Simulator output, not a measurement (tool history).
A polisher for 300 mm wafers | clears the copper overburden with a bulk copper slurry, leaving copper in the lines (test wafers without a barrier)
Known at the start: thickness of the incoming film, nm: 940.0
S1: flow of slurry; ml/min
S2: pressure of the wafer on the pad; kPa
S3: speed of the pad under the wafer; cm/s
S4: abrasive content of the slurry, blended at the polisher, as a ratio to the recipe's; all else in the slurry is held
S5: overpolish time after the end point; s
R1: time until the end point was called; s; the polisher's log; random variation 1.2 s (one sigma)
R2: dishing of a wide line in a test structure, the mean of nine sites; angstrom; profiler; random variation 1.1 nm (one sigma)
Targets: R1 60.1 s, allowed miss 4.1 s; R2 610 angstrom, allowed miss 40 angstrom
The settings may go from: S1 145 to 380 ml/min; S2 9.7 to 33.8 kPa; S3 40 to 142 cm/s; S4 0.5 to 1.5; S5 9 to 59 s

run	day	S1	S2	S3	S4	S5	R1	R2
1	0	245	21.4	90	1	30	95.505	566.39
2	0.225	245	22.8	90	1	29	96.983	575.01
3	0.458	245	18.6	90	1	29	106.39	547.98
4	0.538	245	20	92	1	28	100.6	557.9
5	0.667	300	20	92	1	28	101.3	558.27
6	0.875	300	15.9	92	1	28	115.67	559.69
7	1.162	300	15.9	92	1	28	113.33	550.2
8	1.521	300	17.2	94	1	28	104.2	575.7
9	1.742	300	17.2	94	1	28	108.92	580.52
10	1.854	295	19.3	96	1	27	99.771	569.1
11	2.217	310	25.5	108	1	39	74.034	608.51
12	2.329	310	26.2	108	1	38	74.075	596.16

Which of these 4 next moves meets every target?
A	2.442	255	33.8	140	0.95	9	?	?
B	2.442	235	21.4	132	0.9	48	?	?
C	2.442	305	28.3	128	1.05	36	?	?
D	2.442	375	30.3	142	1.1	31	?	?

move	R1	R2
A	52.71	541.69
B	76.246	621.22
C	61.77	631.67
D	52.546	634.42
A: takes the result that was furthest off past its target
B: further off than the last run
C: meets every target
D: takes the result that was furthest off past its target
The right move is C.
